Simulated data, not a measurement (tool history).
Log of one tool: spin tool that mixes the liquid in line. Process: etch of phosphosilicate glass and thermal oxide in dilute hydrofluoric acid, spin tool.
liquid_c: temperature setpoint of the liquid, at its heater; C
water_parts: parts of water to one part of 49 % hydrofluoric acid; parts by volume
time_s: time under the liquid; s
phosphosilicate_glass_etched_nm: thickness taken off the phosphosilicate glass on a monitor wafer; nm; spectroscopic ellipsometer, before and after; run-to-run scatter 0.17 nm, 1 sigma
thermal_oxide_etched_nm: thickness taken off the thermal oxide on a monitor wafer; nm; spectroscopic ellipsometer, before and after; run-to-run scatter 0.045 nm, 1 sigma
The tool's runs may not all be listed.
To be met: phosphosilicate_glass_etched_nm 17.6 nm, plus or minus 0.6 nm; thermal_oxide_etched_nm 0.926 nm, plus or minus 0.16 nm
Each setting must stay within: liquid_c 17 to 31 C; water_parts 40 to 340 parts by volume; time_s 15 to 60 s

| run | day | liquid_c | water_parts | time_s | phosphosilicate_glass_etched_nm | thermal_oxide_etched_nm |
|---|---|---|---|---|---|---|
| 1 | 0 | 23 | 190 | 30 | 11.477 | 0.58376 |
| 2 | 0.054 | 25 | 185 | 30 | 12.754 | 0.65337 |
| 3 | 0.338 | 25 | 160 | 30 | 15.383 | 0.71853 |
| 4 | 0.546 | 23.5 | 160 | 30 | 14.31 | 0.72939 |
| 5 | 0.779 | 23.5 | 95 | 30 | 26.296 | 1.4712 |
| 6 | 1.075 | 23 | 105 | 30 | 23.039 | 1.2856 |
| 7 | 1.167 | 22.5 | 115 | 30 | 20.347 | 1.1126 |
| 8 | 1.388 | 22 | 115 | 30 | 19.86 | 1.015 |
| 9 | 1.558 | 21.5 | 115 | 30 | 19.538 | 0.95201 |
| 10 | 1.754 | 20.5 | 130 | 30 | 16.266 | 0.85899 |

Below are 4 possible settings for the next run. Only one of them brings all results inside the allowed miss of their targets. Which is it?
| A | 1.95 | 17 | 85 | 20 | ? | ? |
| B | 1.95 | 22 | 110 | 25 | ? | ? |
| C | 1.95 | 25.5 | 180 | 35 | ? | ? |
| D | 1.95 | 26.5 | 290 | 55 | ? | ? |

| move | phosphosilicate_glass_etched_nm | thermal_oxide_etched_nm |
|---|---|---|
| A | 15.124 | 0.8245 |
| B | 17.47 | 0.95241 |
| C | 15.783 | 0.86046 |
| D | 14.156 | 0.77175 |
A: moves away from the targets compared with the last run
B: all results land within tolerance of their targets
C: moves away from the targets compared with the last run
D: moves away from the targets compared with the last run
B meets every target.

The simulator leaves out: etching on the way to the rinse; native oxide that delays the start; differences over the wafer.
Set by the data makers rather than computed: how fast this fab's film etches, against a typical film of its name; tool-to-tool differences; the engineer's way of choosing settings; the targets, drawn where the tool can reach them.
